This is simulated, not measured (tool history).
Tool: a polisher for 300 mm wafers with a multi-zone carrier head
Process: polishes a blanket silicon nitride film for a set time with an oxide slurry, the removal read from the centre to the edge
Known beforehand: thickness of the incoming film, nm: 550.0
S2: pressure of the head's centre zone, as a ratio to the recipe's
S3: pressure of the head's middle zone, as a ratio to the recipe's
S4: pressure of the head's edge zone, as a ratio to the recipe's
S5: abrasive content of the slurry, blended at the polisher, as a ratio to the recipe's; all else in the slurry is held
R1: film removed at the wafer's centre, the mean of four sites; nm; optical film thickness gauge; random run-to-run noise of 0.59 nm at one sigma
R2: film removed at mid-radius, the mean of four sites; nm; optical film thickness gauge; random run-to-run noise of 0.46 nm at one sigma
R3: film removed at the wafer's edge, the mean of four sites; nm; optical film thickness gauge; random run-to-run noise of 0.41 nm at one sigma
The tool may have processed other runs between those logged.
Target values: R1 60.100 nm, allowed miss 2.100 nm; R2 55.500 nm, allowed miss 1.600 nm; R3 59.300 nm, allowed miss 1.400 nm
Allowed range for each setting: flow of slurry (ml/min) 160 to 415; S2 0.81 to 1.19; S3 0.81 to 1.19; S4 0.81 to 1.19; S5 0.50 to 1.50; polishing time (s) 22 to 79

Run 1, hour 0.0: flow of slurry (ml/min) 265, S2 1.00, S3 1.00, S4 1.00, S5 1.00, polishing time (s) 50. Result: R1 39.219 nm, R2 39.603 nm, R3 40.302 nm.
Run 2, hour 5.1: flow of slurry (ml/min) 270, S2 1.01, S3 1.00, S4 1.02, S5 1.05, polishing time (s) 50. Result: R1 42.052 nm, R2 41.234 nm, R3 41.804 nm.
Run 3, hour 9.7: flow of slurry (ml/min) 270, S2 1.01, S3 1.00, S4 1.02, S5 1.05, polishing time (s) 37. Result: R1 30.158 nm, R2 30.428 nm, R3 31.189 nm.
Run 4, hour 18.4: flow of slurry (ml/min) 270, S2 1.01, S3 1.00, S4 1.04, S5 1.10, polishing time (s) 39. Result: R1 33.081 nm, R2 32.626 nm, R3 33.946 nm.
Run 5, hour 21.0: flow of slurry (ml/min) 270, S2 1.01, S3 1.00, S4 1.04, S5 1.00, polishing time (s) 39. Result: R1 31.190 nm, R2 31.429 nm, R3 32.344 nm.
Run 6, hour 22.6: flow of slurry (ml/min) 270, S2 0.97, S3 1.00, S4 1.04, S5 1.00, polishing time (s) 39. Result: R1 29.468 nm, R2 30.923 nm, R3 32.180 nm.
Run 7, hour 23.7: flow of slurry (ml/min) 310, S2 1.07, S3 1.02, S4 1.14, S5 1.25, polishing time (s) 53. Result: R1 50.604 nm, R2 48.589 nm, R3 51.649 nm.
Run 8, hour 27.0: flow of slurry (ml/min) 310, S2 1.08, S3 1.02, S4 1.14, S5 1.30, polishing time (s) 53. Result: R1 51.482 nm, R2 49.102 nm, R3 52.624 nm.
Run 9, hour 31.0: flow of slurry (ml/min) 315, S2 1.09, S3 1.02, S4 1.14, S5 1.30, polishing time (s) 53. Result: R1 52.675 nm, R2 48.909 nm, R3 52.208 nm.
Run 10, hour 34.9: flow of slurry (ml/min) 325, S2 1.11, S3 1.04, S4 1.17, S5 1.40, polishing time (s) 54. Result: R1 56.180 nm, R2 52.925 nm, R3 54.556 nm.
Run 11, hour 41.7: flow of slurry (ml/min) 335, S2 1.10, S3 0.99, S4 1.19, S5 1.50, polishing time (s) 56. Result: R1 59.650 nm, R2 54.036 nm, R3 60.410 nm.

Exactly one of the 4 candidate moves below puts every result within its allowed miss. Which one?
Run A, hour 48.5: flow of slurry (ml/min) 240, S2 1.11, S3 1.02, S4 1.16, S5 1.25, polishing time (s) 62. Result: R1 ?, R2 ?, R3 ?.
Run B, hour 48.5: flow of slurry (ml/min) 370, S2 1.07, S3 0.93, S4 1.17, S5 1.50, polishing time (s) 57. Result: R1 ?, R2 ?, R3 ?.
Run C, hour 48.5: flow of slurry (ml/min) 320, S2 0.99, S3 1.01, S4 1.13, S5 1.50, polishing time (s) 61. Result: R1 ?, R2 ?, R3 ?.
Run D, hour 48.5: flow of slurry (ml/min) 305, S2 1.13, S3 0.94, S4 1.19, S5 1.45, polishing time (s) 57. Result: R1 ?, R2 ?, R3 ?.

move      R1      R2      R3
   A  60.659  56.035  59.572
   B  59.628  52.779  60.573
   C  58.457  60.021  63.161
   D  61.368  51.918  59.761
A: in spec on every target
B: moves away from the targets compared with the last run
C: the result that was furthest off in the last run now lies on the other side of its target
D: moves away from the targets compared with the last run
Answer: A

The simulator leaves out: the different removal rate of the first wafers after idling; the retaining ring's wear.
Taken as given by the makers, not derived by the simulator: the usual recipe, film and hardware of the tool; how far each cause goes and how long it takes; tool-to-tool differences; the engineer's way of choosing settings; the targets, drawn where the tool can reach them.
